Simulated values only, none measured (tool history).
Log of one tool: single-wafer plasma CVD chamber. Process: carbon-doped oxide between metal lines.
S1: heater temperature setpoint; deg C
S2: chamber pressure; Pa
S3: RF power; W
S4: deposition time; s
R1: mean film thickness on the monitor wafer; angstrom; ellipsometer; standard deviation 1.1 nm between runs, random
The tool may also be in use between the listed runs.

run	hour	S1	S2	S3	S4	R1
1	0.0	355	653	660	34.8	2228.9
2	5.9	355	653	720	34.8	2309.3
3	12.9	355	653	720	35.9	2409.0
4	14.9	355	653	630	35.9	2236.7
5	19.2	355	653	720	35.9	2353.0
6	28.1	365	653	720	35.9	2329.4
7	33.4	366	616	660	35.6	2192.9
8	41.2	367	589	620	35.4	2110.2

Run 9 comes next. What will it give?
9	46.6	368	575	590	35.3	?

R1: 2061.7 angstrom
